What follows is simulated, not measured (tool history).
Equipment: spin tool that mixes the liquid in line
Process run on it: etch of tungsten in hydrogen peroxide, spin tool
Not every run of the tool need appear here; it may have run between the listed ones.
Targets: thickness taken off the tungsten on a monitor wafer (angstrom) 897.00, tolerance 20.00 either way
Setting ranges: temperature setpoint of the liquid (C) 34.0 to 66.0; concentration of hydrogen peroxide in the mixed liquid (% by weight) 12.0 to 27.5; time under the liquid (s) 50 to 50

run	hour	temperature setpoint of the liquid (C)	concentration of hydrogen peroxide in the mixed liquid (% by weight)	time under the liquid (s)	thickness taken off the tungsten on a monitor wafer (angstrom)
1	0.0	50.0	18.5	50	466.65
2	8.6	52.5	18.5	50	543.48
3	9.3	54.5	18.5	50	610.38
4	17.7	54.5	20.5	50	642.15
5	24.2	54.5	20.5	50	642.49
6	31.6	48.0	20.5	50	434.74
7	40.0	51.0	20.5	50	519.67
8	41.3	53.5	20.5	50	607.99

Consider the 5 candidate settings below. Which is the only one whose results all fall within their allowed miss of target?
A	42.6	63.0	12.5	50	?
B	42.6	56.0	20.5	50	?
C	42.6	44.0	20.5	50	?
D	42.6	60.5	19.5	50	?
E	42.6	63.0	20.5	50	?

move	thickness taken off the tungsten on a monitor wafer (angstrom)
A	822.25
B	703.17
C	337.62
D	890.80
E	1053.00
A: nearer than the last run, and not there yet
B: nearer than the last run, and not there yet
C: misses by more than the last run did
D: hits every target within its allowed miss
E: moves the result that the last run missed by most past its target, out the other side
Correct choice: D, which meets every target
